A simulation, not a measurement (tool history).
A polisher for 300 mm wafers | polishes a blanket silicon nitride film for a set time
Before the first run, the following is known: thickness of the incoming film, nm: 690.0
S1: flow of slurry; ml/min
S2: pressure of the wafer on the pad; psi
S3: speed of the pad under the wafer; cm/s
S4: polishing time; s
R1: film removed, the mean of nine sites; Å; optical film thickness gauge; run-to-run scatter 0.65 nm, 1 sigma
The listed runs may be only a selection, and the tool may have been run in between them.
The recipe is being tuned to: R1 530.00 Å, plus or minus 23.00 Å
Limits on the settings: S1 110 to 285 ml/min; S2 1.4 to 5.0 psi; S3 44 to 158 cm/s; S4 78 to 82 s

run 1 hour=0.0 | S1=180 S2=3.2 S3=100 S4=78 | R1=1386.10
run 2 hour=5.0 | S1=180 S2=3.2 S3=100 S4=82 | R1=1461.10
run 3 hour=7.5 | S1=180 S2=3.2 S3=100 S4=78 | R1=1397.10
run 4 hour=11.4 | S1=175 S2=2.9 S3=94 S4=78 | R1=1179.00
run 5 hour=12.0 | S1=175 S2=2.7 S3=90 S4=78 | R1=1090.40
run 6 hour=14.9 | S1=140 S2=2.7 S3=90 S4=78 | R1=1046.30
run 7 hour=18.2 | S1=140 S2=2.5 S3=86 S4=78 | R1=926.56
run 8 hour=19.1 | S1=140 S2=2.3 S3=84 S4=78 | R1=827.58
run 9 hour=22.3 | S1=140 S2=2.2 S3=82 S4=78 | R1=787.35
run 10 hour=23.9 | S1=140 S2=2.1 S3=80 S4=78 | R1=732.62

Which single option among these 4 for the next run brings every result within its allowed miss of target? Just one does.
run A hour=25.5 | S1=145 S2=1.5 S3=70 S4=78 | R1=?
run B hour=25.5 | S1=130 S2=2.1 S3=120 S4=82 | R1=?
run C hour=25.5 | S1=110 S2=2.0 S3=60 S4=78 | R1=?
run D hour=25.5 | S1=125 S2=1.8 S3=54 S4=78 | R1=?

move=A R1=483.71
move=B R1=1051.10
move=C R1=525.14
move=D R1=451.59
A: carries the result that was furthest off beyond its target, to the other side
B: its largest miss is bigger than the last run's
C: each result inside its tolerance
D: carries the result that was furthest off beyond its target, to the other side
Go with C: it meets all targets.

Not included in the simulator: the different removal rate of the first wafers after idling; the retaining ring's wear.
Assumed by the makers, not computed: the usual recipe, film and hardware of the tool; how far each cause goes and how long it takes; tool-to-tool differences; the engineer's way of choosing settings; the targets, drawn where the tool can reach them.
